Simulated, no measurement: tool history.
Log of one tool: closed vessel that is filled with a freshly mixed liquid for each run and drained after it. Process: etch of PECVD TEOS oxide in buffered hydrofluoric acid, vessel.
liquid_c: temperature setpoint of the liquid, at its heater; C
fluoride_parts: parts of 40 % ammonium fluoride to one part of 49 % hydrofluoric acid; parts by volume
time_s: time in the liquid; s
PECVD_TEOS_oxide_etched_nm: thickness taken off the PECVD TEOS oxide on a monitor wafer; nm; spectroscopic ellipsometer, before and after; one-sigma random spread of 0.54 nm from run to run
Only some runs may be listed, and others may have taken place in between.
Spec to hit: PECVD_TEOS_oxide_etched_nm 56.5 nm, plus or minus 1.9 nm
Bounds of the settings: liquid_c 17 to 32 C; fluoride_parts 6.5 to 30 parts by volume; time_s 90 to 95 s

Run 1, hour 0: liquid_c 24 C, fluoride_parts 19.5 parts by volume, time_s 90 s. Result: PECVD_TEOS_oxide_etched_nm 77.548 nm.
Run 2, hour 7.3: liquid_c 25.5 C, fluoride_parts 19.5 parts by volume, time_s 90 s. Result: PECVD_TEOS_oxide_etched_nm 83.056 nm.
Run 3, hour 16.2: liquid_c 25.5 C, fluoride_parts 19.5 parts by volume, time_s 95 s. Result: PECVD_TEOS_oxide_etched_nm 87.907 nm.
Run 4, hour 20.3: liquid_c 25.5 C, fluoride_parts 17.5 parts by volume, time_s 95 s. Result: PECVD_TEOS_oxide_etched_nm 99.641 nm.
Run 5, hour 28.5: liquid_c 25.5 C, fluoride_parts 17.5 parts by volume, time_s 95 s. Result: PECVD_TEOS_oxide_etched_nm 97.165 nm.
Run 6, hour 36.2: liquid_c 28 C, fluoride_parts 17.5 parts by volume, time_s 95 s. Result: PECVD_TEOS_oxide_etched_nm 112.42 nm.
Run 7, hour 39.6: liquid_c 25.5 C, fluoride_parts 18 parts by volume, time_s 95 s. Result: PECVD_TEOS_oxide_etched_nm 96.571 nm.
Run 8, hour 43.9: liquid_c 23.5 C, fluoride_parts 18.5 parts by volume, time_s 95 s. Result: PECVD_TEOS_oxide_etched_nm 82.499 nm.
Run 9, hour 45.9: liquid_c 22 C, fluoride_parts 18.5 parts by volume, time_s 95 s. Result: PECVD_TEOS_oxide_etched_nm 76.958 nm.
Run 10, hour 52: liquid_c 21 C, fluoride_parts 18.5 parts by volume, time_s 95 s. Result: PECVD_TEOS_oxide_etched_nm 72.736 nm.
Run 11, hour 57.5: liquid_c 20 C, fluoride_parts 18.5 parts by volume, time_s 95 s. Result: PECVD_TEOS_oxide_etched_nm 68.277 nm.
Run 12, hour 63.5: liquid_c 19.5 C, fluoride_parts 18.5 parts by volume, time_s 95 s. Result: PECVD_TEOS_oxide_etched_nm 66.703 nm.
Run 13, hour 67.8: liquid_c 19 C, fluoride_parts 18.5 parts by volume, time_s 95 s. Result: PECVD_TEOS_oxide_etched_nm 64.938 nm.

Exercise: of the 4 proposed moves below, exactly one satisfies all targets within the stated allowed misses. Which move is it?
Run A, hour 72.1: liquid_c 19.5 C, fluoride_parts 17.5 parts by volume, time_s 90 s. Result: PECVD_TEOS_oxide_etched_nm ?.
Run B, hour 72.1: liquid_c 17 C, fluoride_parts 18 parts by volume, time_s 90 s. Result: PECVD_TEOS_oxide_etched_nm ?.
Run C, hour 72.1: liquid_c 19.5 C, fluoride_parts 15.5 parts by volume, time_s 95 s. Result: PECVD_TEOS_oxide_etched_nm ?.
Run D, hour 72.1: liquid_c 18.5 C, fluoride_parts 16 parts by volume, time_s 90 s. Result: PECVD_TEOS_oxide_etched_nm ?.

move  PECVD_TEOS_oxide_etched_nm
   A                      66.739
   B                       56.32
   C                      79.399
   D                      68.902
A: misses by more than the last run did
B: each result inside its tolerance
C: misses by more than the last run did
D: misses by more than the last run did
Answer: B
